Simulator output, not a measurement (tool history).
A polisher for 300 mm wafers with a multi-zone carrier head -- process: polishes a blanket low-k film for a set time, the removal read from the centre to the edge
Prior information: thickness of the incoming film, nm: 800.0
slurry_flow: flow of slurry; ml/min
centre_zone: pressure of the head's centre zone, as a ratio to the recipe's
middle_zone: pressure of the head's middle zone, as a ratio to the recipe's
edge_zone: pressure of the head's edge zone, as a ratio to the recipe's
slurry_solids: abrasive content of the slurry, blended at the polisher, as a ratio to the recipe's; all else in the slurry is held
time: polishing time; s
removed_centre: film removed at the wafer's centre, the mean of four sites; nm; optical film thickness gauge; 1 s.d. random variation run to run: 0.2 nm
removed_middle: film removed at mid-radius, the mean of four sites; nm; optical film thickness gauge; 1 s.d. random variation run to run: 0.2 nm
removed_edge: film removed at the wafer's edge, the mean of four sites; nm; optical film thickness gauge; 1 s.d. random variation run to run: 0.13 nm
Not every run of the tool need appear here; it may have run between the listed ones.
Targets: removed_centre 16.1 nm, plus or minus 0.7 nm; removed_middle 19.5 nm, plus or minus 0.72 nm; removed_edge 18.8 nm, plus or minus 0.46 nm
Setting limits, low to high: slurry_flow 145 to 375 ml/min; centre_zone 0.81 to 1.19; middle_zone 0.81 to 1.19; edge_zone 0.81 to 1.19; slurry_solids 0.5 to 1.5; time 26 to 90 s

run	hour	slurry_flow	centre_zone	middle_zone	edge_zone	slurry_solids	time	removed_centre	removed_middle	removed_edge
1	0	240	1	1	1	1	58	31.13	29.901	28.882
2	4.3	240	1	1.08	1	1	58	31.134	31.226	29.192
3	7.7	225	0.95	1.07	1	0.85	55	25.641	27.306	24.873
4	10.4	210	0.91	1.05	1.04	0.75	54	22.258	24.714	23.565
5	12.3	200	0.88	1.04	1.03	0.7	53	20.36	22.213	22.385
6	14.8	200	0.88	1.04	1.09	0.7	53	20.237	22.584	22.642
7	21.8	195	0.87	1.05	1.08	0.65	52	19.078	21.693	21.297
8	23.8	160	0.81	1.05	1.05	0.5	51	14.09	17.309	17.131
# hour 31.9: centre zone pressure recalibrated
9	31.9	180	0.81	1.05	1.05	0.5	51	13.744	18.029	17.32

Which single option among these 5 for the next run brings every result within its allowed miss of target? Just one does.
A	40	190	1.02	1.11	1	0.6	43	?	?	?
B	40	250	0.86	0.94	1.14	0.7	41	?	?	?
C	40	145	0.86	1.02	0.95	0.55	56	?	?	?
D	40	175	0.84	0.96	1.07	0.5	48	?	?	?
E	40	200	0.87	1.04	1.05	0.5	52	?	?	?

move	removed_centre	removed_middle	removed_edge
A	16.365	17.747	16.102
B	14.981	17.481	18.45
C	15.993	19.772	18.682
D	13.225	16.095	16.492
E	15.251	18.688	17.998
A: brings the result that was furthest off to its target, and leaves another outside
B: better than the last run, though not everything is in spec
C: all results in spec
D: misses by more than the last run did
E: better than the last run, though not everything is in spec
Go with C: it meets all targets.

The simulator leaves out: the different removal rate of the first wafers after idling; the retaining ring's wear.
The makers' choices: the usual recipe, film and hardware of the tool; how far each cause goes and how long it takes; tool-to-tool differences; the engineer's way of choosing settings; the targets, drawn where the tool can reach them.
